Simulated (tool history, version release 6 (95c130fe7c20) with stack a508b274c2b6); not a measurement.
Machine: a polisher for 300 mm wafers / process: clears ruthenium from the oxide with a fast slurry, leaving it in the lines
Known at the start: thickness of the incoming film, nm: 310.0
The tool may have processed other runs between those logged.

run,hour,flow of slurry (ml/min),pressure of the wafer on the pad (kPa),speed of the pad under the wafer (cm/s),abrasive content of the slurry,overpolish time after the end point (s),time until the end point was called (s),dishing of a wide line in a test structure (nm)
1,0.0,285,21.4,126,1.0,14,70.406,44.382
2,5.9,285,22.1,126,1.0,14,67.354,44.768
3,12.5,285,22.1,126,1.0,11,68.566,37.133
4,19.1,285,22.8,126,1.0,11,65.181,38.318
5,25.6,285,23.4,126,1.0,11,65.222,39.451
6,29.6,285,24.1,126,1.0,11,64.764,40.318
7,38.3,285,24.8,126,1.0,11,61.732,40.085

Forecast run 8:
8,40.2,285,25.5,126,1.0,11,?,?

time until the end point was called (s): 60.476
dishing of a wide line in a test structure (nm): 40.186

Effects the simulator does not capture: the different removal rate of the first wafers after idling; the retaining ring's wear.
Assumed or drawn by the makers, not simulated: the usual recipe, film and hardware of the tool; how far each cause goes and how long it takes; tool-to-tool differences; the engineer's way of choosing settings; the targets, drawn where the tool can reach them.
